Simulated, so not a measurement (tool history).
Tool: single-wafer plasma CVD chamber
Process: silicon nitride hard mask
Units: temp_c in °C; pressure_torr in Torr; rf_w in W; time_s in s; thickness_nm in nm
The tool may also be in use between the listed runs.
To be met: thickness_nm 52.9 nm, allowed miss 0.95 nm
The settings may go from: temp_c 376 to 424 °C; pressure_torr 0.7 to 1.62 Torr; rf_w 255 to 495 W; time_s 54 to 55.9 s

run 1 hour=0 | temp_c=400 pressure_torr=1.16 rf_w=375 time_s=54 | thickness_nm=62.082
run 2 hour=1.1 | temp_c=400 pressure_torr=0.98 rf_w=375 time_s=54 | thickness_nm=58.297
run 3 hour=8.7 | temp_c=400 pressure_torr=0.89 rf_w=370 time_s=54 | thickness_nm=54.994
run 4 hour=17 | temp_c=400 pressure_torr=0.98 rf_w=370 time_s=54 | thickness_nm=57.543
run 5 hour=18.4 | temp_c=400 pressure_torr=0.91 rf_w=370 time_s=54 | thickness_nm=55.825
run 6 hour=22.3 | temp_c=400 pressure_torr=0.72 rf_w=370 time_s=54 | thickness_nm=49.529
run 7 hour=23.5 | temp_c=400 pressure_torr=0.76 rf_w=370 time_s=54 | thickness_nm=51.055
run 8 hour=28.3 | temp_c=400 pressure_torr=0.78 rf_w=370 time_s=54 | thickness_nm=51.973

4 next moves are on the table. One of them brings every result within its allowed miss. Which?
run A hour=33.1 | temp_c=389 pressure_torr=0.79 rf_w=355 time_s=54 | thickness_nm=?
run B hour=33.1 | temp_c=402 pressure_torr=0.7 rf_w=390 time_s=54 | thickness_nm=?
run C hour=33.1 | temp_c=392 pressure_torr=0.74 rf_w=360 time_s=55.7 | thickness_nm=?
run D hour=33.1 | temp_c=397 pressure_torr=0.88 rf_w=350 time_s=54.3 | thickness_nm=?

move=A thickness_nm=50.991
move=B thickness_nm=51.194
move=C thickness_nm=51.279
move=D thickness_nm=53.105
A: further off than the last run
B: further off than the last run
C: further off than the last run
D: meets every target
Answer: D
